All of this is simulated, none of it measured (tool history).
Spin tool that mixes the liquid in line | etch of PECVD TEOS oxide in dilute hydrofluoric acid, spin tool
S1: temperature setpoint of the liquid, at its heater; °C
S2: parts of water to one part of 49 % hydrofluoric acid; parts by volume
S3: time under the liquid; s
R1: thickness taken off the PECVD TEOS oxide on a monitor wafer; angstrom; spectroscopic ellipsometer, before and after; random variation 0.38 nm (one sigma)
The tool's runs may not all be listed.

{"run": 1, "day": 0.0, "S1": 25.0, "S2": 110, "S3": 270, "R1": 295.35}
{"run": 2, "day": 0.075, "S1": 26.0, "S2": 110, "S3": 270, "R1": 302.01}
{"run": 3, "day": 0.121, "S1": 27.0, "S2": 105, "S3": 270, "R1": 333.67}
{"run": 4, "day": 0.479, "S1": 27.5, "S2": 105, "S3": 270, "R1": 339.51}
{"run": 5, "day": 0.625, "S1": 27.5, "S2": 105, "S3": 270, "R1": 342.39}
{"run": 6, "day": 0.996, "S1": 27.5, "S2": 145, "S3": 270, "R1": 234.07}
{"run": 7, "day": 1.071, "S1": 27.5, "S2": 145, "S3": 270, "R1": 237.5}

The next listed run, before its measurement:
{"run": 8, "day": 1.358, "S1": 31.5, "S2": 100, "S3": 270, "R1": "?"}

Run 8 gave R1 416.82 angstrom.
